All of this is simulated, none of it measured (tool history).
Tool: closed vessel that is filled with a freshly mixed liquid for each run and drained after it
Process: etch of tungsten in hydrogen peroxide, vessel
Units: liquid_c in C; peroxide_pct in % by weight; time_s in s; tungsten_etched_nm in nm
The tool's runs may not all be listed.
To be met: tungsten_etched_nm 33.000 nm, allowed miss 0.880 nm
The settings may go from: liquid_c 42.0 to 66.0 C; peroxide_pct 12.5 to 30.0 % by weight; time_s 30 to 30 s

| run | hour | liquid_c | peroxide_pct | time_s | tungsten_etched_nm |
|---|---|---|---|---|---|
| 1 | 0.0 | 58.0 | 24.5 | 30 | 62.833 |
| 2 | 6.4 | 54.5 | 24.5 | 30 | 50.468 |
| 3 | 8.0 | 54.5 | 24.5 | 30 | 50.529 |
| 4 | 11.8 | 52.5 | 24.5 | 30 | 44.958 |
| 5 | 20.2 | 51.0 | 24.5 | 30 | 41.460 |
| 6 | 27.5 | 50.0 | 24.5 | 30 | 38.917 |
| 7 | 30.0 | 49.0 | 24.5 | 30 | 36.420 |
| 8 | 38.6 | 48.5 | 24.5 | 30 | 35.233 |
| 9 | 46.7 | 48.0 | 24.5 | 30 | 34.129 |

Which of these 4 next moves meets every target?
| A | 54.8 | 48.0 | 25.5 | 30 | ? |
| B | 54.8 | 47.5 | 24.0 | 30 | ? |
| C | 54.8 | 48.5 | 25.0 | 30 | ? |
| D | 54.8 | 49.0 | 24.0 | 30 | ? |

| move | tungsten_etched_nm |
|---|---|
| A | 35.201 |
| B | 33.107 |
| C | 35.947 |
| D | 36.323 |
A: further off than the last run
B: meets every target
C: further off than the last run
D: further off than the last run
Answer: B
